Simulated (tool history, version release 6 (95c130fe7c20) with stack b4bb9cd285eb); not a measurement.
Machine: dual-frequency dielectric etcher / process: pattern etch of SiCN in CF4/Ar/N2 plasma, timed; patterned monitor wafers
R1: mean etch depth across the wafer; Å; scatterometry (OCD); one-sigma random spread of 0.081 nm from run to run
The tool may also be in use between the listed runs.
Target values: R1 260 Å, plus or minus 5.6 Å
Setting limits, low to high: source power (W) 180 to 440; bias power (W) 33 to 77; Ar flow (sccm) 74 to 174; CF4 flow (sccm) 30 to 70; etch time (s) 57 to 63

{"run": 1, "hour": 0.0, "source power (W)": 310, "bias power (W)": 55, "Ar flow (sccm)": 124, "CF4 flow (sccm)": 50, "etch time (s)": 63, "R1": 347.87}
{"run": 2, "hour": 3.0, "source power (W)": 310, "bias power (W)": 64, "Ar flow (sccm)": 124, "CF4 flow (sccm)": 50, "etch time (s)": 63, "R1": 373.95}
{"run": 3, "hour": 6.8, "source power (W)": 310, "bias power (W)": 64, "Ar flow (sccm)": 124, "CF4 flow (sccm)": 50, "etch time (s)": 57, "R1": 336.64}
{"run": 4, "hour": 10.4, "source power (W)": 280, "bias power (W)": 63, "Ar flow (sccm)": 124, "CF4 flow (sccm)": 50, "etch time (s)": 57, "R1": 311.53}
{"run": 5, "hour": 15.5, "source power (W)": 260, "bias power (W)": 63, "Ar flow (sccm)": 124, "CF4 flow (sccm)": 50, "etch time (s)": 57, "R1": 292.91}
{"run": 6, "hour": 23.4, "source power (W)": 260, "bias power (W)": 63, "Ar flow (sccm)": 113, "CF4 flow (sccm)": 50, "etch time (s)": 57, "R1": 298.99}
{"run": 7, "hour": 31.6, "source power (W)": 250, "bias power (W)": 63, "Ar flow (sccm)": 113, "CF4 flow (sccm)": 50, "etch time (s)": 57, "R1": 290.38}
{"run": 8, "hour": 33.1, "source power (W)": 240, "bias power (W)": 63, "Ar flow (sccm)": 113, "CF4 flow (sccm)": 50, "etch time (s)": 57, "R1": 279.6}
{"run": 9, "hour": 36.7, "source power (W)": 230, "bias power (W)": 63, "Ar flow (sccm)": 113, "CF4 flow (sccm)": 50, "etch time (s)": 57, "R1": 272.66}

Pick the move, out of 5, that brings all results within their allowed miss; only one does.
{"run": "A", "hour": 40.3, "source power (W)": 240, "bias power (W)": 64, "Ar flow (sccm)": 122, "CF4 flow (sccm)": 52, "etch time (s)": 57, "R1": "?"}
{"run": "B", "hour": 40.3, "source power (W)": 220, "bias power (W)": 73, "Ar flow (sccm)": 98, "CF4 flow (sccm)": 51, "etch time (s)": 57, "R1": "?"}
{"run": "C", "hour": 40.3, "source power (W)": 210, "bias power (W)": 64, "Ar flow (sccm)": 111, "CF4 flow (sccm)": 43, "etch time (s)": 58.5, "R1": "?"}
{"run": "D", "hour": 40.3, "source power (W)": 190, "bias power (W)": 76, "Ar flow (sccm)": 107, "CF4 flow (sccm)": 51, "etch time (s)": 61, "R1": "?"}
{"run": "E", "hour": 40.3, "source power (W)": 220, "bias power (W)": 69, "Ar flow (sccm)": 112, "CF4 flow (sccm)": 44, "etch time (s)": 57, "R1": "?"}

move=A R1=282.43
move=B R1=290.69
move=C R1=260.29
move=D R1=281.66
move=E R1=272.39
A: the biggest miss grows against the last run
B: the biggest miss grows against the last run
C: each result inside its tolerance
D: the biggest miss grows against the last run
E: neither nearer nor further off than the last run
The right move is C.
